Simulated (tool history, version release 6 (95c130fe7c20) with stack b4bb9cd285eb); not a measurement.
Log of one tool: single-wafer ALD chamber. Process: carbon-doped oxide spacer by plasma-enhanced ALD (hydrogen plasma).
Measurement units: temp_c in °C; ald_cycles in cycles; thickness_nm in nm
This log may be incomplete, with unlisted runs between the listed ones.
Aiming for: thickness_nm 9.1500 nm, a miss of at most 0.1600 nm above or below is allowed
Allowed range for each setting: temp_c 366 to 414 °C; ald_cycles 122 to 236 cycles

run 1 hour=0.0 | temp_c=390 ald_cycles=179 | thickness_nm=10.0560
run 2 hour=6.9 | temp_c=390 ald_cycles=174 | thickness_nm=9.7748
run 3 hour=9.3 | temp_c=390 ald_cycles=171 | thickness_nm=9.6184
run 4 hour=17.3 | temp_c=390 ald_cycles=168 | thickness_nm=9.4148
run 5 hour=22.3 | temp_c=390 ald_cycles=167 | thickness_nm=9.3935
run 6 hour=27.0 | temp_c=390 ald_cycles=157 | thickness_nm=8.7685
run 7 hour=31.2 | temp_c=390 ald_cycles=159 | thickness_nm=8.8738
run 8 hour=32.3 | temp_c=390 ald_cycles=166 | thickness_nm=9.3679

Which one of the following 5 next-run settings gets every result inside its allowed miss? There is exactly one.
run A hour=33.4 | temp_c=387 ald_cycles=170 | thickness_nm=?
run B hour=33.4 | temp_c=402 ald_cycles=169 | thickness_nm=?
run C hour=33.4 | temp_c=383 ald_cycles=173 | thickness_nm=?
run D hour=33.4 | temp_c=381 ald_cycles=169 | thickness_nm=?
run E hour=33.4 | temp_c=391 ald_cycles=162 | thickness_nm=?

move=A thickness_nm=9.5434
move=B thickness_nm=9.4713
move=C thickness_nm=9.7118
move=D thickness_nm=9.4873
move=E thickness_nm=9.0943
A: further off than the last run
B: further off than the last run
C: further off than the last run
D: further off than the last run
E: all results land within tolerance of their targets
So the answer is move E, the one that meets all the targets.
